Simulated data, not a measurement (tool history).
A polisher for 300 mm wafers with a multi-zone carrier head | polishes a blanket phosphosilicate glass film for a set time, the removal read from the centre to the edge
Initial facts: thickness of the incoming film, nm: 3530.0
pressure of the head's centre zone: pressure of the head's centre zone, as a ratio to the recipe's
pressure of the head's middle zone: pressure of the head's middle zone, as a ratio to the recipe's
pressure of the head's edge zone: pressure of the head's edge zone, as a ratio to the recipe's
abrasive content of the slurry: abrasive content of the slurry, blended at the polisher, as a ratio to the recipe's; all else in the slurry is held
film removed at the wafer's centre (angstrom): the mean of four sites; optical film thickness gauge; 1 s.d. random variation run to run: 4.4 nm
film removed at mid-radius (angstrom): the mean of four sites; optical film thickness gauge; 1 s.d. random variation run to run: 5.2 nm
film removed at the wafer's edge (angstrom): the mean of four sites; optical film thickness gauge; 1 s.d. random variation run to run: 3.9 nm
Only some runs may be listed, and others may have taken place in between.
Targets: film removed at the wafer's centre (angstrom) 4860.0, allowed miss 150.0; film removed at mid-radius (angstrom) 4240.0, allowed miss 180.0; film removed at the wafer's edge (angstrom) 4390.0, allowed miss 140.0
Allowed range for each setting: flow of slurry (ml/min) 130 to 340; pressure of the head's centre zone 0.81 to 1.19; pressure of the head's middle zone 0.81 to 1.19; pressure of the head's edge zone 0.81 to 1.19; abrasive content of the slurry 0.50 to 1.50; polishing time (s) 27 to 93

run  hour  flow of slurry (ml/min)  pressure of the head's centre zone  pressure of the head's middle zone  pressure of the head's edge zone  abrasive content of the slurry  polishing time (s)  film removed at the wafer's centre (angstrom)  film removed at mid-radius (angstrom)  film removed at the wafer's edge (angstrom)
  1   0.0                      220                                1.00                                1.00                              1.00                            1.00                  59                                         6076.0                                 6188.9                                       6203.6
  2   1.0                      220                                1.00                                1.00                              1.00                            1.00                  65                                         6863.9                                 6816.4                                       6837.4
  3   7.7                      215                                1.01                                0.97                              0.96                            0.85                  63                                         6175.3                                 6062.2                                       6001.6
  4  15.9                      215                                1.01                                1.05                              0.96                            0.85                  63                                         6172.9                                 6531.5                                       6055.4
  5  22.7                      215                                1.01                                1.05                              0.96                            0.85                  49                                         4710.9                                 4949.3                                       4628.0
  6  27.5                      215                                1.01                                1.05                              0.88                            0.85                  49                                         4752.1                                 4990.3                                       4514.3
  7  30.2                      210                                1.02                                1.01                              0.88                            0.85                  49                                         4828.8                                 4774.2                                       4489.2
  8  33.8                      205                                1.03                                0.99                              0.88                            0.85                  49                                         4866.0                                 4647.3                                       4468.4
  9  35.5                      200                                1.03                                0.97                              0.88                            0.85                  49                                         4758.1                                 4573.5                                       4408.9
 10  36.7                      200                                1.04                                0.95                              0.88                            0.85                  49                                         4926.4                                 4479.1                                       4509.7
 11  43.4                      195                                1.04                                0.94                              0.88                            0.85                  49                                         4892.4                                 4545.3                                       4386.1
 12  46.1                      200                                1.04                                0.92                              0.89                            0.85                  49                                         4842.3                                 4422.5                                       4480.5

Exercise: of the 5 proposed moves below, exactly one satisfies all targets within the stated allowed misses. Which move is it?
  A  48.8                      220                                0.98                                0.91                              0.81                            1.00                  47                                              ?                                      ?                                            ?
  B  48.8                      190                                1.00                                0.94                              0.96                            0.90                  50                                              ?                                      ?                                            ?
  C  48.8                      225                                0.99                                0.91                              0.95                            0.70                  54                                              ?                                      ?                                            ?
  D  48.8                      190                                1.07                                0.90                              0.89                            0.95                  45                                              ?                                      ?                                            ?
  E  48.8                      185                                1.13                                0.88                              0.85                            0.90                  45                                              ?                                      ?                                            ?

move  film removed at the wafer's centre (angstrom)  film removed at mid-radius (angstrom)  film removed at the wafer's edge (angstrom)
   A                                         4826.6                                 4579.7                                       4481.5
   B                                         4866.0                                 4658.4                                       4821.0
   C                                         4725.4                                 4435.3                                       4662.8
   D                                         4806.2                                 4145.2                                       4297.9
   E                                         4925.0                                 3948.3                                       4091.9
A: further off than the last run
B: further off than the last run
C: further off than the last run
D: all results land within tolerance of their targets
E: takes the biggest miss from the last run beyond its target
Answer: D

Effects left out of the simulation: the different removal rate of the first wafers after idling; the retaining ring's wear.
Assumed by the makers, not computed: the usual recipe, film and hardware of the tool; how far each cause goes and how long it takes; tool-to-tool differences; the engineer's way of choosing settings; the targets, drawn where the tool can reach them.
